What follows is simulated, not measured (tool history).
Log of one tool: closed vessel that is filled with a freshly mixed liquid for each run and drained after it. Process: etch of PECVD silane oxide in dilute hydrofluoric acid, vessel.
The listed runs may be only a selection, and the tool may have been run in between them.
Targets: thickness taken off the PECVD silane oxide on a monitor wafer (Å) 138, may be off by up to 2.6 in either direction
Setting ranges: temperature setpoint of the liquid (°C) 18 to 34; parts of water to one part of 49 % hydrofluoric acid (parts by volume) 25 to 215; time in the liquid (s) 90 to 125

run	hour	temperature setpoint of the liquid (°C)	parts of water to one part of 49 % hydrofluoric acid (parts by volume)	time in the liquid (s)	thickness taken off the PECVD silane oxide on a monitor wafer (Å)
1	0	26	120	125	171.13
2	5.2	26	120	90	123.32
3	11.3	26.5	120	90	125.66
4	19.9	26.5	120	90	125.79
5	22.5	23	120	90	110.55
6	25.2	23	120	90	109.77
7	33.8	24	120	90	113.95
8	40.2	25	120	90	119.07
9	42.6	25.5	120	90	120.64
10	45.7	26	120	90	123.04
11	48.6	26.5	120	90	125.78

Exactly one of the 5 candidate moves below puts every result within its allowed miss. Which one?
A	51.5	30	130	95	?
B	51.5	28	160	125	?
C	51.5	25	130	95	?
D	51.5	26.5	135	100	?
E	51.5	27.5	160	115	?

move	thickness taken off the PECVD silane oxide on a monitor wafer (Å)
A	136.94
B	130.62
C	113.77
D	121.22
E	118.02
A: each result inside its tolerance
B: an improvement on the last run, though not all results are within tolerance
C: moves away from the targets compared with the last run
D: moves away from the targets compared with the last run
E: moves away from the targets compared with the last run
Answer: A
